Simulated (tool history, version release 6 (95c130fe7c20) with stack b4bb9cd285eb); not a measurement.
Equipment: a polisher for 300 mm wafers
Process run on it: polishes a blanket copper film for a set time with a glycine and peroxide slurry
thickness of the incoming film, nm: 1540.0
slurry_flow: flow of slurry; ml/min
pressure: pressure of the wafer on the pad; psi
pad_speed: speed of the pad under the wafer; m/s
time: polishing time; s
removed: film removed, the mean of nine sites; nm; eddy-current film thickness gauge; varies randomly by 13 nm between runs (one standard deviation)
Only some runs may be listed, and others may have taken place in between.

{"run": 1, "hour": 0.0, "slurry_flow": 290, "pressure": 3.3, "pad_speed": 1, "time": 110, "removed": 783.07}
{"run": 2, "hour": 7.9, "slurry_flow": 345, "pressure": 3.3, "pad_speed": 1, "time": 110, "removed": 798.78}
{"run": 3, "hour": 10.1, "slurry_flow": 345, "pressure": 3.5, "pad_speed": 1, "time": 110, "removed": 824.09}
{"run": 4, "hour": 15.3, "slurry_flow": 300, "pressure": 3.5, "pad_speed": 1, "time": 110, "removed": 830.12}
{"run": 5, "hour": 19.3, "slurry_flow": 300, "pressure": 3.7, "pad_speed": 1.02, "time": 110, "removed": 880.49}
{"run": 6, "hour": 25.6, "slurry_flow": 270, "pressure": 3.7, "pad_speed": 1.02, "time": 110, "removed": 883.18}
{"run": 7, "hour": 27.6, "slurry_flow": 270, "pressure": 3.9, "pad_speed": 1.04, "time": 110, "removed": 928.94}
{"run": 8, "hour": 30.7, "slurry_flow": 270, "pressure": 4, "pad_speed": 1.06, "time": 110, "removed": 955.83}
{"run": 9, "hour": 32.9, "slurry_flow": 270, "pressure": 4, "pad_speed": 1.06, "time": 110, "removed": 970.29}
{"run": 10, "hour": 38.5, "slurry_flow": 270, "pressure": 4.1, "pad_speed": 1.08, "time": 110, "removed": 1011.4}
{"run": 11, "hour": 43.9, "slurry_flow": 270, "pressure": 4.2, "pad_speed": 1.08, "time": 110, "removed": 1026.9}
{"run": 12, "hour": 51.8, "slurry_flow": 270, "pressure": 4.3, "pad_speed": 1.1, "time": 110, "removed": 1084.4}
{"run": 13, "hour": 57.2, "slurry_flow": 270, "pressure": 4.4, "pad_speed": 1.1, "time": 110, "removed": 1087.7}

Predict the results of run 14:
{"run": 14, "hour": 58.6, "slurry_flow": 270, "pressure": 4.5, "pad_speed": 1.12, "time": 110, "removed": "?"}

Logged for run 14: removed 1119 nm.
